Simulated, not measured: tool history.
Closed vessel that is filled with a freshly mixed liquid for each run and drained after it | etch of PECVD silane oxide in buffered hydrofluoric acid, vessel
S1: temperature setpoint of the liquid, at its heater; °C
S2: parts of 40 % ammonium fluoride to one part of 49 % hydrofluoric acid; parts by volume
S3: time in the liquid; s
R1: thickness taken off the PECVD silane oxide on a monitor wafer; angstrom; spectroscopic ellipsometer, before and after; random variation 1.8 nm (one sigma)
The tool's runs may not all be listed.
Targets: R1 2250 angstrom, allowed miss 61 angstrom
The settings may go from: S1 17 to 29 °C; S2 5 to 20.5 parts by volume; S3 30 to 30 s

| run | hour | S1 | S2 | S3 | R1 |
|---|---|---|---|---|---|
| 1 | 0 | 21 | 12.5 | 30 | 852.98 |
| 2 | 9 | 19.5 | 12.5 | 30 | 800.83 |
| 3 | 12.1 | 22 | 10.5 | 30 | 1094 |
| 4 | 19.8 | 23.5 | 9.5 | 30 | 1251.6 |
| 5 | 21 | 25 | 8.5 | 30 | 1528.4 |
| 6 | 28.7 | 25 | 8.5 | 30 | 1512.9 |
| 7 | 35.7 | 29 | 6 | 30 | 2635.5 |
| 8 | 36.5 | 26.5 | 6 | 30 | 2318.1 |

Which of these 4 next moves meets every target?
| A | 37.3 | 28.5 | 7 | 30 | ? |
| B | 37.3 | 26 | 5.5 | 30 | ? |
| C | 37.3 | 25.5 | 5.5 | 30 | ? |
| D | 37.3 | 28 | 6 | 30 | ? |

| move | R1 |
|---|---|
| A | 2245.7 |
| B | 2413.3 |
| C | 2348.3 |
| D | 2498.4 |
A: meets every target
B: further off than the last run
C: further off than the last run
D: further off than the last run
The right move is A.
